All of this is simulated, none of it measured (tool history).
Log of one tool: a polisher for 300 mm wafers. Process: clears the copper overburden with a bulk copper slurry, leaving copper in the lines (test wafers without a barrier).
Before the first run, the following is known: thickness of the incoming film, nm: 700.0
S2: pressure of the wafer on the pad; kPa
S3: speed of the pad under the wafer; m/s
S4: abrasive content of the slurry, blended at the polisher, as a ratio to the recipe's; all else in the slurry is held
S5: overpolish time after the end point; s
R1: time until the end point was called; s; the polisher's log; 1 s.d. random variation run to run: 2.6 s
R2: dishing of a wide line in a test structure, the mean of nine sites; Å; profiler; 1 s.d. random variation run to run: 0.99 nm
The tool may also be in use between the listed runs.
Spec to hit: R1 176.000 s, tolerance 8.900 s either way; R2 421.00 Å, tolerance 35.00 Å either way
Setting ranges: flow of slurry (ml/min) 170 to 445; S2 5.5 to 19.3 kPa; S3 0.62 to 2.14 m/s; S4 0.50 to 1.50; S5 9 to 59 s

{"run": 1, "hour": 0.0, "flow of slurry (ml/min)": 285, "S2": 12.4, "S3": 1.38, "S4": 1.0, "S5": 30, "R1": 82.375, "R2": 614.32}
{"run": 2, "hour": 4.7, "flow of slurry (ml/min)": 285, "S2": 11.7, "S3": 1.36, "S4": 1.0, "S5": 28, "R1": 88.263, "R2": 589.73}
{"run": 3, "hour": 7.7, "flow of slurry (ml/min)": 285, "S2": 11.0, "S3": 1.34, "S4": 1.0, "S5": 27, "R1": 92.893, "R2": 588.36}
{"run": 4, "hour": 8.8, "flow of slurry (ml/min)": 285, "S2": 8.3, "S3": 1.34, "S4": 1.0, "S5": 27, "R1": 105.34, "R2": 534.68}
{"run": 5, "hour": 12.4, "flow of slurry (ml/min)": 285, "S2": 8.3, "S3": 1.28, "S4": 1.0, "S5": 25, "R1": 116.14, "R2": 490.33}
{"run": 6, "hour": 14.3, "flow of slurry (ml/min)": 285, "S2": 8.3, "S3": 1.28, "S4": 0.85, "S5": 25, "R1": 118.76, "R2": 482.5}
{"run": 7, "hour": 22.3, "flow of slurry (ml/min)": 285, "S2": 8.3, "S3": 1.24, "S4": 0.85, "S5": 25, "R1": 121.56, "R2": 506.58}
{"run": 8, "hour": 29.0, "flow of slurry (ml/min)": 270, "S2": 5.5, "S3": 1.02, "S4": 0.75, "S5": 11, "R1": 184.88, "R2": 248.36}
{"run": 9, "hour": 36.0, "flow of slurry (ml/min)": 270, "S2": 5.5, "S3": 1.02, "S4": 0.75, "S5": 13, "R1": 186.15, "R2": 279.97}
{"run": 10, "hour": 43.2, "flow of slurry (ml/min)": 270, "S2": 5.5, "S3": 1.02, "S4": 0.75, "S5": 15, "R1": 185.42, "R2": 309.66}
{"run": 11, "hour": 51.7, "flow of slurry (ml/min)": 270, "S2": 5.5, "S3": 1.02, "S4": 0.75, "S5": 16, "R1": 177.9, "R2": 327.71}
{"run": 12, "hour": 59.2, "flow of slurry (ml/min)": 270, "S2": 5.5, "S3": 1.02, "S4": 0.75, "S5": 17, "R1": 187.76, "R2": 325.36}
{"run": 13, "hour": 61.9, "flow of slurry (ml/min)": 265, "S2": 9.0, "S3": 0.9, "S4": 0.75, "S5": 31, "R1": 161.84, "R2": 516.82}
{"run": 14, "hour": 63.6, "flow of slurry (ml/min)": 265, "S2": 9.0, "S3": 0.9, "S4": 0.75, "S5": 30, "R1": 161.43, "R2": 493.97}

Exercise: of the 4 proposed moves below, exactly one satisfies all targets within the stated allowed misses. Which move is it?
{"run": "A", "hour": 65.3, "flow of slurry (ml/min)": 295, "S2": 9.0, "S3": 0.84, "S4": 0.65, "S5": 35, "R1": "?", "R2": "?"}
{"run": "B", "hour": 65.3, "flow of slurry (ml/min)": 250, "S2": 7.6, "S3": 1.1, "S4": 0.7, "S5": 13, "R1": "?", "R2": "?"}
{"run": "C", "hour": 65.3, "flow of slurry (ml/min)": 235, "S2": 8.3, "S3": 0.9, "S4": 0.7, "S5": 17, "R1": "?", "R2": "?"}
{"run": "D", "hour": 65.3, "flow of slurry (ml/min)": 180, "S2": 11.0, "S3": 0.78, "S4": 0.6, "S5": 22, "R1": "?", "R2": "?"}

move=A R1=179.480 R2=493.64
move=B R1=151.210 R2=323.90
move=C R1=175.690 R2=350.78
move=D R1=178.340 R2=413.75
A: no better and no worse than the last run
B: takes the biggest miss from the last run beyond its target
C: takes the biggest miss from the last run beyond its target
D: each result inside its tolerance
The move that meets every target is D.
